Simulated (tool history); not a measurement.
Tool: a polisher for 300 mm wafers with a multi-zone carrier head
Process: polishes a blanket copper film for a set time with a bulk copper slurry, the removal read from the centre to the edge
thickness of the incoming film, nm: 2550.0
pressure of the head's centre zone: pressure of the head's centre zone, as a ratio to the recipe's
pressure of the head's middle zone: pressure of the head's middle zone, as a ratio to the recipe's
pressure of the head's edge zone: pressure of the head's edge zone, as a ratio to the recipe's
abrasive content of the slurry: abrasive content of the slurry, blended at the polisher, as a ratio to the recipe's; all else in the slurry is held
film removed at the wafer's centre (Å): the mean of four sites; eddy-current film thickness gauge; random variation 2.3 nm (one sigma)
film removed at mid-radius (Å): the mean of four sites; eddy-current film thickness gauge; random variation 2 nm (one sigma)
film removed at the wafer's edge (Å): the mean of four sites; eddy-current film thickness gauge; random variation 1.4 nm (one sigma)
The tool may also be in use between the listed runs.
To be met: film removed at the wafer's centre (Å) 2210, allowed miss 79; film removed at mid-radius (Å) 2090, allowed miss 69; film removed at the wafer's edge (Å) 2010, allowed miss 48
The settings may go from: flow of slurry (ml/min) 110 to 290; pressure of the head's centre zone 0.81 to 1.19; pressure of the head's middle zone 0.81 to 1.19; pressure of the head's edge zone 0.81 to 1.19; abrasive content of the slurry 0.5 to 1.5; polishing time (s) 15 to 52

| run | hour | flow of slurry (ml/min) | pressure of the head's centre zone | pressure of the head's middle zone | pressure of the head's edge zone | abrasive content of the slurry | polishing time (s) | film removed at the wafer's centre (Å) | film removed at mid-radius (Å) | film removed at the wafer's edge (Å) |
|---|---|---|---|---|---|---|---|---|---|---|
| 1 | 0 | 185 | 1 | 1 | 1 | 1 | 33 | 2564.8 | 2552.3 | 2739.2 |
| 2 | 7.3 | 210 | 1 | 1 | 1 | 1 | 33 | 2613.9 | 2610.6 | 2803.4 |
| 3 | 8.5 | 210 | 0.94 | 1 | 1 | 1 | 33 | 2515.1 | 2592.2 | 2790.2 |
| 4 | 16 | 210 | 0.94 | 1 | 1 | 1.1 | 33 | 2530.3 | 2651.4 | 2810.7 |
| 5 | 21.8 | 205 | 0.96 | 1.01 | 0.98 | 1.05 | 32 | 2402.2 | 2537.9 | 2684.2 |
| 6 | 27.1 | 180 | 0.96 | 1.01 | 0.98 | 1.05 | 32 | 2375.8 | 2476.7 | 2648.9 |
|  | 35.1 | slurry nozzle cleaned |
| 7 | 35.1 | 165 | 1.06 | 1.04 | 0.88 | 0.8 | 29 | 2351.4 | 2330.4 | 2205.7 |
| 8 | 42.8 | 135 | 1.06 | 0.96 | 0.81 | 0.55 | 28 | 2014.8 | 1810.9 | 1848.6 |
| 9 | 45.2 | 145 | 1.06 | 0.97 | 0.81 | 0.55 | 28 | 1986.3 | 1850.6 | 1841.2 |
| 10 | 47.4 | 150 | 1.07 | 0.98 | 0.82 | 0.55 | 28 | 2055.1 | 1882.3 | 1873.2 |
| 11 | 48.6 | 155 | 1.07 | 0.99 | 0.83 | 0.55 | 28 | 2091.5 | 1892.6 | 1881.4 |

4 next moves are on the table. One of them brings every result within its allowed miss. Which?
| A | 49.8 | 110 | 1 | 1.02 | 0.85 | 0.8 | 30 | ? | ? | ? |
| B | 49.8 | 145 | 1.06 | 1.01 | 0.82 | 0.5 | 31 | ? | ? | ? |
| C | 49.8 | 140 | 1.14 | 0.87 | 0.99 | 0.5 | 29 | ? | ? | ? |
| D | 49.8 | 205 | 1.14 | 0.81 | 0.93 | 0.5 | 28 | ? | ? | ? |

| move | film removed at the wafer's centre (Å) | film removed at mid-radius (Å) | film removed at the wafer's edge (Å) |
|---|---|---|---|
| A | 2018 | 2115.9 | 2127.8 |
| B | 2155.1 | 2089.8 | 2039.7 |
| C | 2147.2 | 1710.7 | 2072.3 |
| D | 2249.8 | 1675.6 | 2049.7 |
A: brings the result that was furthest off to its target, and leaves another outside
B: meets every target
C: further off than the last run
D: further off than the last run
The right move is B.

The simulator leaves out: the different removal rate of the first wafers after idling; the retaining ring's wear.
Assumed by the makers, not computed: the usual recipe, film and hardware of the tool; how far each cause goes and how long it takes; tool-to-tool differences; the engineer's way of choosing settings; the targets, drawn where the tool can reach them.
